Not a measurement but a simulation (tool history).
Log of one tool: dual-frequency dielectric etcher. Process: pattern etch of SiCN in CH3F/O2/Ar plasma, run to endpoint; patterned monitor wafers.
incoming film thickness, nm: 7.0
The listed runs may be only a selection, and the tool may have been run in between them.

{"run": 1, "hour": 0.0, "source power (kW)": 0.42, "bias power (kW)": 0.1, "endpoint time (s)": 14.895}
{"run": 2, "hour": 2.0, "source power (kW)": 0.44, "bias power (kW)": 0.102, "endpoint time (s)": 14.48}
{"run": 3, "hour": 8.9, "source power (kW)": 0.46, "bias power (kW)": 0.103, "endpoint time (s)": 14.271}
{"run": 4, "hour": 17.9, "source power (kW)": 0.46, "bias power (kW)": 0.111, "endpoint time (s)": 13.924}
{"run": 5, "hour": 25.1, "source power (kW)": 0.47, "bias power (kW)": 0.112, "endpoint time (s)": 13.673}
{"run": 6, "hour": 31.6, "source power (kW)": 0.48, "bias power (kW)": 0.113, "endpoint time (s)": 13.695}
{"run": 7, "hour": 37.2, "source power (kW)": 0.49, "bias power (kW)": 0.115, "endpoint time (s)": 13.241}

Run 8 has not been measured yet. What should we expect?
{"run": 8, "hour": 43.2, "source power (kW)": 0.5, "bias power (kW)": 0.115, "endpoint time (s)": "?"}

{"run 8": {"endpoint time (s)": 13.103}}
